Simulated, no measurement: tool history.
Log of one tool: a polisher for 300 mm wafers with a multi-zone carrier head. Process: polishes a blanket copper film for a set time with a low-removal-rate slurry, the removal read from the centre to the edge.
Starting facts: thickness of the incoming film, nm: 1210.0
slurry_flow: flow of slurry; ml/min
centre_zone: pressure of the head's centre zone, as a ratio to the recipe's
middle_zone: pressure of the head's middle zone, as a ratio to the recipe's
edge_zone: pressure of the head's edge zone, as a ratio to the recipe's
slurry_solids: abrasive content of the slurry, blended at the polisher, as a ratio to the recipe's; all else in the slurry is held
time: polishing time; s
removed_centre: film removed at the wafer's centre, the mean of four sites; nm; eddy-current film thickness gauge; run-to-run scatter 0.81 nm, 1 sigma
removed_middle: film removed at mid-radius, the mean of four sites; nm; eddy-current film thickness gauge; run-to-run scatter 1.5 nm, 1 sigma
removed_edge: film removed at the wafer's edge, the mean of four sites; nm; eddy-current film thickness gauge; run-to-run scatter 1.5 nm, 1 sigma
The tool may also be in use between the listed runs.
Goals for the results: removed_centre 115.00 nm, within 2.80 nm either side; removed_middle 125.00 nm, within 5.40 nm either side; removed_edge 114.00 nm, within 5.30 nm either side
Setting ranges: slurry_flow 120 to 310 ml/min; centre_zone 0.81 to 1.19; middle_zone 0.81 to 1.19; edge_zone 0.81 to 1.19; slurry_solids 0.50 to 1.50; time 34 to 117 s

run 1 hour=0.0 | slurry_flow=200 centre_zone=1.00 middle_zone=1.00 edge_zone=1.00 slurry_solids=1.00 time=75 | removed_centre=242.08 removed_middle=244.33 removed_edge=238.20
run 2 hour=6.7 | slurry_flow=200 centre_zone=1.00 middle_zone=1.00 edge_zone=1.00 slurry_solids=1.00 time=65 | removed_centre=210.32 removed_middle=212.02 removed_edge=206.86
run 3 hour=7.8 | slurry_flow=200 centre_zone=1.00 middle_zone=1.06 edge_zone=1.00 slurry_solids=1.00 time=65 | removed_centre=208.42 removed_middle=219.24 removed_edge=212.80
run 4 hour=12.3 | slurry_flow=200 centre_zone=0.98 middle_zone=1.04 edge_zone=0.97 slurry_solids=0.90 time=61 | removed_centre=189.29 removed_middle=200.49 removed_edge=188.97
run 5 hour=16.0 | slurry_flow=195 centre_zone=0.96 middle_zone=1.02 edge_zone=0.95 slurry_solids=0.85 time=58 | removed_centre=174.25 removed_middle=184.12 removed_edge=170.05
run 6 hour=20.8 | slurry_flow=195 centre_zone=0.96 middle_zone=1.02 edge_zone=1.01 slurry_solids=0.85 time=58 | removed_centre=174.46 removed_middle=180.47 removed_edge=179.00
run 7 hour=27.6 | slurry_flow=190 centre_zone=0.94 middle_zone=1.01 edge_zone=0.99 slurry_solids=0.80 time=56 | removed_centre=160.97 removed_middle=169.05 removed_edge=169.24
run 8 hour=30.1 | slurry_flow=190 centre_zone=0.92 middle_zone=1.00 edge_zone=0.96 slurry_solids=0.75 time=55 | removed_centre=153.87 removed_middle=162.95 removed_edge=154.68
run 9 hour=32.2 | slurry_flow=185 centre_zone=0.90 middle_zone=0.99 edge_zone=0.95 slurry_solids=0.70 time=54 | removed_centre=144.13 removed_middle=157.51 removed_edge=150.19
run 10 hour=35.6 | slurry_flow=180 centre_zone=0.89 middle_zone=0.97 edge_zone=0.93 slurry_solids=0.65 time=54 | removed_centre=137.25 removed_middle=149.18 removed_edge=143.80
run 11 hour=44.5 | slurry_flow=185 centre_zone=0.88 middle_zone=0.96 edge_zone=0.91 slurry_solids=0.65 time=53 | removed_centre=134.58 removed_middle=145.26 removed_edge=140.35
run 12 hour=52.3 | slurry_flow=185 centre_zone=0.88 middle_zone=0.96 edge_zone=0.89 slurry_solids=0.65 time=52 | removed_centre=132.54 removed_middle=140.70 removed_edge=136.61

Below are 5 possible settings for the next run. Only one of them brings all results inside the allowed miss of their targets. Which is it?
run A hour=60.1 | slurry_flow=195 centre_zone=0.99 middle_zone=1.11 edge_zone=0.81 slurry_solids=0.50 time=63 | removed_centre=? removed_middle=? removed_edge=?
run B hour=60.1 | slurry_flow=170 centre_zone=0.90 middle_zone=0.81 edge_zone=0.93 slurry_solids=0.90 time=51 | removed_centre=? removed_middle=? removed_edge=?
run C hour=60.1 | slurry_flow=200 centre_zone=0.93 middle_zone=0.93 edge_zone=0.92 slurry_solids=0.75 time=44 | removed_centre=? removed_middle=? removed_edge=?
run D hour=60.1 | slurry_flow=140 centre_zone=0.92 middle_zone=1.01 edge_zone=0.82 slurry_solids=0.85 time=43 | removed_centre=? removed_middle=? removed_edge=?
run E hour=60.1 | slurry_flow=180 centre_zone=0.89 middle_zone=1.19 edge_zone=0.81 slurry_solids=0.55 time=52 | removed_centre=? removed_middle=? removed_edge=?

move=A removed_centre=161.96 removed_middle=180.10 removed_edge=145.30
move=B removed_centre=143.10 removed_middle=132.43 removed_edge=149.53
move=C removed_centre=123.87 removed_middle=124.67 removed_edge=123.87
move=D removed_centre=115.23 removed_middle=126.46 removed_edge=113.33
move=E removed_centre=125.48 removed_middle=161.28 removed_edge=122.80
A: its largest miss is bigger than the last run's
B: its largest miss is bigger than the last run's
C: nearer the targets than the last run, but a result is still out of spec
D: every result lands within tolerance
E: its largest miss is bigger than the last run's
Correct choice: D, which meets every target
